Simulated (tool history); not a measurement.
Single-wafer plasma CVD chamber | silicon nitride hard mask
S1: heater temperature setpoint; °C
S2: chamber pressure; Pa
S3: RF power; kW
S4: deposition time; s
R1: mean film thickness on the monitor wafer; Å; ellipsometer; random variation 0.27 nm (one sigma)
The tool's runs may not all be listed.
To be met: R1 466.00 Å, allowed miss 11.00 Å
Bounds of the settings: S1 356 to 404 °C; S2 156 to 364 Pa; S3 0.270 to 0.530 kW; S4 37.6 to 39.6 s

run,hour,S1,S2,S3,S4,R1
1,0.0,380,260,0.400,39.6,604.92
2,3.9,380,241,0.365,39.1,545.10
3,8.1,380,223,0.355,39.0,519.73
4,14.1,380,207,0.350,39.0,510.52
5,15.0,380,207,0.295,39.0,431.86
6,21.6,373,207,0.295,39.0,431.60
7,25.3,373,219,0.300,39.0,447.40
8,25.9,373,225,0.300,39.0,452.66
9,29.8,373,231,0.300,39.0,448.18

5 next moves are on the table. One of them brings every result within its allowed miss. Which?
A,33.7,381,259,0.305,39.0,?
B,33.7,377,235,0.290,37.6,?
C,33.7,380,216,0.290,37.6,?
D,33.7,377,223,0.330,39.6,?
E,33.7,381,193,0.295,38.8,?

move,R1
A,467.04
B,419.74
C,411.07
D,492.50
E,419.82
A: meets every target
B: further off than the last run
C: further off than the last run
D: takes the result that was furthest off past its target
E: further off than the last run
Answer: A

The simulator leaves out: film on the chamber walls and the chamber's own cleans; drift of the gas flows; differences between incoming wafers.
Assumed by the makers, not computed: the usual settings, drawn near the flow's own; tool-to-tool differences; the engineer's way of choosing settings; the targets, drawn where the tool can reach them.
